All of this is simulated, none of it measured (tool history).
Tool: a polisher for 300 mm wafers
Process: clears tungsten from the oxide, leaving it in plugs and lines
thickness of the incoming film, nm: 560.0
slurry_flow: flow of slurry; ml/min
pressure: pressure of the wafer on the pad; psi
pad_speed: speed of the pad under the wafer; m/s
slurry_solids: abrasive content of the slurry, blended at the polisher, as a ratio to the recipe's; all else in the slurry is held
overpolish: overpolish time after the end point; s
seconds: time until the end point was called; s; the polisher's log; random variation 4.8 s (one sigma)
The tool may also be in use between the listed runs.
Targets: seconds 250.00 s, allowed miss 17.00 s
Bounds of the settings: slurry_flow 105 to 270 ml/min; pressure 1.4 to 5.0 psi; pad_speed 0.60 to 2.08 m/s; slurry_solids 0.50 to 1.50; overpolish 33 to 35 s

Run 1, hour 0.0: slurry_flow 175 ml/min, pressure 3.2 psi, pad_speed 1.34 m/s, slurry_solids 1.00, overpolish 33 s. Result: seconds 135.96 s.
Run 2, hour 3.1: slurry_flow 175 ml/min, pressure 2.9 psi, pad_speed 1.34 m/s, slurry_solids 1.00, overpolish 33 s. Result: seconds 148.91 s.
Run 3, hour 8.1: slurry_flow 135 ml/min, pressure 2.9 psi, pad_speed 1.34 m/s, slurry_solids 1.00, overpolish 33 s. Result: seconds 153.42 s.
Run 4, hour 13.1: slurry_flow 135 ml/min, pressure 2.6 psi, pad_speed 1.32 m/s, slurry_solids 1.00, overpolish 33 s. Result: seconds 174.43 s.
At hour 19.9: slurry blender recalibrated.
Run 5, hour 19.9: slurry_flow 135 ml/min, pressure 2.0 psi, pad_speed 1.32 m/s, slurry_solids 1.00, overpolish 33 s. Result: seconds 200.31 s.
Run 6, hour 20.4: slurry_flow 135 ml/min, pressure 1.9 psi, pad_speed 1.30 m/s, slurry_solids 1.00, overpolish 33 s. Result: seconds 203.54 s.
Run 7, hour 23.5: slurry_flow 135 ml/min, pressure 1.8 psi, pad_speed 1.28 m/s, slurry_solids 1.00, overpolish 33 s. Result: seconds 230.77 s.
Run 8, hour 27.5: slurry_flow 135 ml/min, pressure 1.7 psi, pad_speed 1.28 m/s, slurry_solids 1.00, overpolish 33 s. Result: seconds 234.63 s.

Which of these 5 next moves meets every target?
Run A, hour 31.5: slurry_flow 150 ml/min, pressure 1.8 psi, pad_speed 1.14 m/s, slurry_solids 0.85, overpolish 33 s. Result: seconds ?.
Run B, hour 31.5: slurry_flow 170 ml/min, pressure 1.7 psi, pad_speed 1.38 m/s, slurry_solids 1.05, overpolish 33 s. Result: seconds ?.
Run C, hour 31.5: slurry_flow 120 ml/min, pressure 1.9 psi, pad_speed 1.28 m/s, slurry_solids 1.05, overpolish 35 s. Result: seconds ?.
Run D, hour 31.5: slurry_flow 125 ml/min, pressure 2.4 psi, pad_speed 1.08 m/s, slurry_solids 0.95, overpolish 33 s. Result: seconds ?.
Run E, hour 31.5: slurry_flow 145 ml/min, pressure 1.8 psi, pad_speed 1.34 m/s, slurry_solids 0.85, overpolish 33 s. Result: seconds ?.

move  seconds
   A   251.49
   B   206.93
   C   215.87
   D   215.22
   E   216.11
A: meets every target
B: further off than the last run
C: further off than the last run
D: further off than the last run
E: further off than the last run
The right move is A.
